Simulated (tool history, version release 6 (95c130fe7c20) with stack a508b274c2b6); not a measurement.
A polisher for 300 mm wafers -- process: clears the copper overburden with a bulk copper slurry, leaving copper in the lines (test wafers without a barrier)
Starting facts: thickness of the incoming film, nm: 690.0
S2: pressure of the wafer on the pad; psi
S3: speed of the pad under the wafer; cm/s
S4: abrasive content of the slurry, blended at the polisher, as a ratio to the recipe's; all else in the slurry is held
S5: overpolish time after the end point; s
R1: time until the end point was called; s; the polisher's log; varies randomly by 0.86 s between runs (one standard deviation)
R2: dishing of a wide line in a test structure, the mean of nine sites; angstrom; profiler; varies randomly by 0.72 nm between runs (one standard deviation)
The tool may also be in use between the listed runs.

run 1 hour=0.0 | flow_of_slurry_(ml/min)=195 S2=2.8 S3=120 S4=1.00 S5=14 | R1=71.816 R2=707.02
run 2 hour=4.0 | flow_of_slurry_(ml/min)=195 S2=2.8 S3=128 S4=1.00 S5=12 | R1=69.420 R2=671.36
run 3 hour=6.8 | flow_of_slurry_(ml/min)=195 S2=2.8 S3=128 S4=1.00 S5=17 | R1=68.837 R2=820.47
run 4 hour=11.5 | flow_of_slurry_(ml/min)=195 S2=2.8 S3=128 S4=1.00 S5=21 | R1=68.105 R2=917.17
run 5 hour=13.4 | flow_of_slurry_(ml/min)=195 S2=2.8 S3=104 S4=1.00 S5=21 | R1=81.230 R2=842.92
run 6 hour=21.9 | flow_of_slurry_(ml/min)=195 S2=2.8 S3=118 S4=1.00 S5=21 | R1=76.061 R2=897.00
run 7 hour=25.6 | flow_of_slurry_(ml/min)=190 S2=2.6 S3=134 S4=0.95 S5=17 | R1=70.449 R2=823.34
run 8 hour=27.3 | flow_of_slurry_(ml/min)=215 S2=2.8 S3=130 S4=1.10 S5=14 | R1=64.763 R2=778.22
run 9 hour=31.1 | flow_of_slurry_(ml/min)=190 S2=3.2 S3=124 S4=0.95 S5=12 | R1=61.590 R2=723.12
run 10 hour=32.7 | flow_of_slurry_(ml/min)=170 S2=3.4 S3=118 S4=0.85 S5=10 | R1=62.184 R2=653.47
run 11 hour=38.7 | flow_of_slurry_(ml/min)=155 S2=3.6 S3=114 S4=0.75 S5=9 | R1=63.174 R2=582.35
run 12 hour=44.1 | flow_of_slurry_(ml/min)=145 S2=3.7 S3=114 S4=0.70 S5=8 | R1=63.331 R2=544.81
run 13 hour=46.0 | flow_of_slurry_(ml/min)=130 S2=4.2 S3=120 S4=0.50 S5=4 | R1=56.073 R2=336.86
run 14 hour=50.7 | flow_of_slurry_(ml/min)=130 S2=4.1 S3=120 S4=0.55 S5=4 | R1=58.248 R2=339.08
run 15 hour=52.6 | flow_of_slurry_(ml/min)=140 S2=4.1 S3=118 S4=0.60 S5=4 | R1=56.484 R2=341.39
run 16 hour=60.7 | flow_of_slurry_(ml/min)=140 S2=4.0 S3=118 S4=0.65 S5=5 | R1=59.569 R2=401.14
run 17 hour=64.0 | flow_of_slurry_(ml/min)=140 S2=4.1 S3=118 S4=0.70 S5=5 | R1=55.059 R2=417.79
run 18 hour=65.2 | flow_of_slurry_(ml/min)=140 S2=4.1 S3=116 S4=0.75 S5=5 | R1=55.781 R2=422.00

What does the tool deliver on the next run?
run 19 hour=70.6 | flow_of_slurry_(ml/min)=140 S2=4.1 S3=116 S4=0.80 S5=5 | R1=? R2=?

R1: 56.105 s
R2: 414.78 angstrom
